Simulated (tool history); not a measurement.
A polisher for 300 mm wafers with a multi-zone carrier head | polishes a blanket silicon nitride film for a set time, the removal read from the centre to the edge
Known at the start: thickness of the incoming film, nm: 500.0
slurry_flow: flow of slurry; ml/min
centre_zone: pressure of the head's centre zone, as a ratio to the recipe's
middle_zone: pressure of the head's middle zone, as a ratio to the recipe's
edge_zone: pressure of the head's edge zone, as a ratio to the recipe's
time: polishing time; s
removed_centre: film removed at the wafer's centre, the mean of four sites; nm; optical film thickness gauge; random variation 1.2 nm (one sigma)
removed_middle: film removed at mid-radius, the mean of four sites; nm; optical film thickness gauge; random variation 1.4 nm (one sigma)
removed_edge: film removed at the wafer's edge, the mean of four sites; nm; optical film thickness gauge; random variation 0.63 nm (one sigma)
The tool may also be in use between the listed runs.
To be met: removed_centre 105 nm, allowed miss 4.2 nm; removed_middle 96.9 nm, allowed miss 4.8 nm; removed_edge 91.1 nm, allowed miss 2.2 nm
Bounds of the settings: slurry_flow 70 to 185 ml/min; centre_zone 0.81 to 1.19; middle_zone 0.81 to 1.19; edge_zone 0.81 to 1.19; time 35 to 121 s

{"run": 1, "hour": 0.0, "slurry_flow": 120, "centre_zone": 1, "middle_zone": 1, "edge_zone": 1, "time": 78, "removed_centre": 174.87, "removed_middle": 177.2, "removed_edge": 171.68}
{"run": 2, "hour": 8.4, "slurry_flow": 115, "centre_zone": 1.02, "middle_zone": 0.99, "edge_zone": 0.95, "time": 64, "removed_centre": 146.26, "removed_middle": 140.91, "removed_edge": 135.34}
{"run": 3, "hour": 9.3, "slurry_flow": 140, "centre_zone": 1.02, "middle_zone": 0.99, "edge_zone": 0.95, "time": 64, "removed_centre": 151.67, "removed_middle": 150.56, "removed_edge": 140.81}
{"run": 4, "hour": 15.2, "slurry_flow": 140, "centre_zone": 1.02, "middle_zone": 0.99, "edge_zone": 0.95, "time": 75, "removed_centre": 177.61, "removed_middle": 172.35, "removed_edge": 165.49}
{"run": 5, "hour": 20.3, "slurry_flow": 140, "centre_zone": 1.1, "middle_zone": 0.99, "edge_zone": 0.95, "time": 75, "removed_centre": 198.89, "removed_middle": 177.09, "removed_edge": 165.65}
{"run": 6, "hour": 28.7, "slurry_flow": 140, "centre_zone": 1.1, "middle_zone": 0.99, "edge_zone": 0.9, "time": 75, "removed_centre": 194.33, "removed_middle": 172.31, "removed_edge": 161.83}
{"run": 7, "hour": 36.6, "slurry_flow": 130, "centre_zone": 1.08, "middle_zone": 0.99, "edge_zone": 0.87, "time": 64, "removed_centre": 156.36, "removed_middle": 142.1, "removed_edge": 136.44}
{"run": 8, "hour": 42.5, "slurry_flow": 125, "centre_zone": 1.09, "middle_zone": 1, "edge_zone": 0.86, "time": 55, "removed_centre": 136.73, "removed_middle": 126.93, "removed_edge": 114.78}
{"run": 9, "hour": 43.8, "slurry_flow": 110, "centre_zone": 1.08, "middle_zone": 0.99, "edge_zone": 0.84, "time": 52, "removed_centre": 122.63, "removed_middle": 113.37, "removed_edge": 105.09}

4 next moves are on the table. One of them brings every result within its allowed miss. Which?
{"run": "A", "hour": 45.1, "slurry_flow": 110, "centre_zone": 1.05, "middle_zone": 0.93, "edge_zone": 0.85, "time": 48, "removed_centre": "?", "removed_middle": "?", "removed_edge": "?"}
{"run": "B", "hour": 45.1, "slurry_flow": 130, "centre_zone": 1.15, "middle_zone": 1.07, "edge_zone": 0.81, "time": 41, "removed_centre": "?", "removed_middle": "?", "removed_edge": "?"}
{"run": "C", "hour": 45.1, "slurry_flow": 105, "centre_zone": 1.06, "middle_zone": 0.97, "edge_zone": 0.81, "time": 46, "removed_centre": "?", "removed_middle": "?", "removed_edge": "?"}
{"run": "D", "hour": 45.1, "slurry_flow": 100, "centre_zone": 1.12, "middle_zone": 0.92, "edge_zone": 0.84, "time": 48, "removed_centre": "?", "removed_middle": "?", "removed_edge": "?"}

move=A removed_centre=113.51 removed_middle=99.419 removed_edge=96.498
move=B removed_centre=111.77 removed_middle=99.797 removed_edge=83.584
move=C removed_centre=108.14 removed_middle=97.351 removed_edge=90.244
move=D removed_centre=117.17 removed_middle=95.686 removed_edge=94.291
A: nearer than the last run, and not there yet
B: takes the result that was furthest off past its target
C: meets every target
D: nearer than the last run, and not there yet
The right move is C.
